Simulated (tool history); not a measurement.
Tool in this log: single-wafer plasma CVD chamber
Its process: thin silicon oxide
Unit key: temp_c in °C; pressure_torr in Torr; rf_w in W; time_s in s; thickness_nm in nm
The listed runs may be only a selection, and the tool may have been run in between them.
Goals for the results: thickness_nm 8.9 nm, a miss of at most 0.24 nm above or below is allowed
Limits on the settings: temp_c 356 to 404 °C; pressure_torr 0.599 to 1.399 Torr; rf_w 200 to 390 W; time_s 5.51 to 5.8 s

Run 1, hour 0: temp_c 380 °C, pressure_torr 0.999 Torr, rf_w 295 W, time_s 5.8 s. Result: thickness_nm 14.785 nm.
Run 2, hour 4.8: temp_c 388 °C, pressure_torr 0.999 Torr, rf_w 295 W, time_s 5.8 s. Result: thickness_nm 14.683 nm.
Run 3, hour 12.4: temp_c 388 °C, pressure_torr 0.999 Torr, rf_w 295 W, time_s 5.8 s. Result: thickness_nm 14.61 nm.
Run 4, hour 15: temp_c 390 °C, pressure_torr 0.952 Torr, rf_w 285 W, time_s 5.77 s. Result: thickness_nm 13.596 nm.
Run 5, hour 15.7: temp_c 390 °C, pressure_torr 0.912 Torr, rf_w 280 W, time_s 5.75 s. Result: thickness_nm 12.902 nm.
Run 6, hour 23.1: temp_c 390 °C, pressure_torr 0.876 Torr, rf_w 275 W, time_s 5.74 s. Result: thickness_nm 11.985 nm.
Run 7, hour 27.2: temp_c 390 °C, pressure_torr 0.676 Torr, rf_w 260 W, time_s 5.71 s. Result: thickness_nm 7.9543 nm.
Run 8, hour 29.9: temp_c 390 °C, pressure_torr 0.754 Torr, rf_w 260 W, time_s 5.71 s. Result: thickness_nm 9.3791 nm.
Run 9, hour 37.1: temp_c 390 °C, pressure_torr 0.75 Torr, rf_w 260 W, time_s 5.71 s. Result: thickness_nm 9.3174 nm.
Run 10, hour 40.6: temp_c 390 °C, pressure_torr 0.747 Torr, rf_w 260 W, time_s 5.71 s. Result: thickness_nm 9.3003 nm.
Run 11, hour 44.7: temp_c 390 °C, pressure_torr 0.744 Torr, rf_w 260 W, time_s 5.71 s. Result: thickness_nm 9.2095 nm.
Run 12, hour 51.7: temp_c 390 °C, pressure_torr 0.742 Torr, rf_w 260 W, time_s 5.71 s. Result: thickness_nm 9.1664 nm.
Run 13, hour 53.7: temp_c 390 °C, pressure_torr 0.74 Torr, rf_w 260 W, time_s 5.71 s. Result: thickness_nm 9.136 nm.

4 next moves are on the table. One of them brings every result within its allowed miss. Which?
Run A, hour 55.7: temp_c 391 °C, pressure_torr 0.732 Torr, rf_w 270 W, time_s 5.76 s. Result: thickness_nm ?.
Run B, hour 55.7: temp_c 385 °C, pressure_torr 0.768 Torr, rf_w 230 W, time_s 5.71 s. Result: thickness_nm ?.
Run C, hour 55.7: temp_c 389 °C, pressure_torr 0.757 Torr, rf_w 275 W, time_s 5.51 s. Result: thickness_nm ?.
Run D, hour 55.7: temp_c 388 °C, pressure_torr 0.761 Torr, rf_w 250 W, time_s 5.79 s. Result: thickness_nm ?.

move  thickness_nm
   A        9.2746
   B         8.803
   C        9.4734
   D        9.3845
A: moves away from the targets compared with the last run
B: meets every target
C: moves away from the targets compared with the last run
D: moves away from the targets compared with the last run
B meets every target.
